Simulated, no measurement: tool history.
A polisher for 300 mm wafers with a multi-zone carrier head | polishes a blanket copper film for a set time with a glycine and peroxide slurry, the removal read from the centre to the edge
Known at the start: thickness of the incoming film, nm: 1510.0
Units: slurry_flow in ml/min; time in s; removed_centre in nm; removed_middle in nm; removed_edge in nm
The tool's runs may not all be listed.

| run | hour | slurry_flow | centre_zone | middle_zone | edge_zone | time | removed_centre | removed_middle | removed_edge |
|---|---|---|---|---|---|---|---|---|---|
| 1 | 0.0 | 240 | 1.00 | 1.00 | 1.00 | 39 | 208.38 | 210.41 | 210.17 |
| 2 | 3.7 | 240 | 1.00 | 1.00 | 1.00 | 43 | 232.47 | 231.48 | 226.44 |
| 3 | 5.4 | 205 | 1.00 | 1.00 | 1.00 | 43 | 223.54 | 228.18 | 220.30 |
| 4 | 10.7 | 205 | 1.06 | 1.00 | 1.00 | 43 | 236.74 | 228.30 | 227.19 |
| 5 | 18.4 | 205 | 1.14 | 1.00 | 1.00 | 43 | 256.91 | 230.04 | 226.27 |
| 6 | 20.0 | 205 | 1.14 | 1.02 | 0.96 | 43 | 253.42 | 230.56 | 218.28 |
| 7 | 27.8 | 205 | 1.14 | 1.04 | 0.94 | 43 | 252.18 | 234.50 | 217.36 |

Run 8 comes next. What will it give?
| 8 | 28.6 | 205 | 1.14 | 1.05 | 0.92 | 43 | ? | ? | ? |

Run 8 gave removed_centre 254.95 nm, removed_middle 237.13 nm, removed_edge 217.82 nm.
